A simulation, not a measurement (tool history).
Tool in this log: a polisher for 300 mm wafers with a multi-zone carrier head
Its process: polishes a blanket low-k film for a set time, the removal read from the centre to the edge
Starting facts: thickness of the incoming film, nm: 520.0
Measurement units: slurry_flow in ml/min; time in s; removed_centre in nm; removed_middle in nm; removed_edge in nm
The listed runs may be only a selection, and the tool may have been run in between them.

| run | day | slurry_flow | centre_zone | middle_zone | edge_zone | slurry_solids | time | removed_centre | removed_middle | removed_edge |
|---|---|---|---|---|---|---|---|---|---|---|
| 1 | 0.000 | 150 | 1.00 | 1.00 | 1.00 | 1.00 | 44 | 16.398 | 15.731 | 16.192 |
| 2 | 0.150 | 160 | 1.03 | 1.03 | 1.04 | 1.10 | 44 | 17.782 | 17.002 | 17.169 |
| 3 | 0.321 | 160 | 1.03 | 1.08 | 1.04 | 1.10 | 44 | 17.390 | 17.226 | 17.242 |
| 4 | 0.383 | 160 | 1.03 | 1.05 | 1.04 | 1.10 | 44 | 17.616 | 17.545 | 17.225 |
| 5 | 0.475 | 165 | 1.04 | 1.02 | 1.08 | 1.15 | 44 | 18.327 | 17.081 | 17.817 |
| 6 | 0.750 | 175 | 1.05 | 1.04 | 1.09 | 1.25 | 44 | 19.142 | 18.052 | 18.720 |
| 7 | 0.938 | 180 | 1.07 | 1.06 | 1.10 | 1.30 | 44 | 19.917 | 19.138 | 19.208 |
| 8 | 1.029 | 185 | 1.08 | 1.06 | 1.12 | 1.35 | 44 | 20.827 | 19.307 | 19.571 |
| 9 | 1.067 | 190 | 1.08 | 1.07 | 1.13 | 1.35 | 44 | 20.853 | 19.384 | 19.868 |

Forecast run 10:
| 10 | 1.425 | 195 | 1.08 | 1.08 | 1.13 | 1.35 | 44 | ? | ? | ? |

removed_centre: 20.943 nm
removed_middle: 19.870 nm
removed_edge: 19.728 nm

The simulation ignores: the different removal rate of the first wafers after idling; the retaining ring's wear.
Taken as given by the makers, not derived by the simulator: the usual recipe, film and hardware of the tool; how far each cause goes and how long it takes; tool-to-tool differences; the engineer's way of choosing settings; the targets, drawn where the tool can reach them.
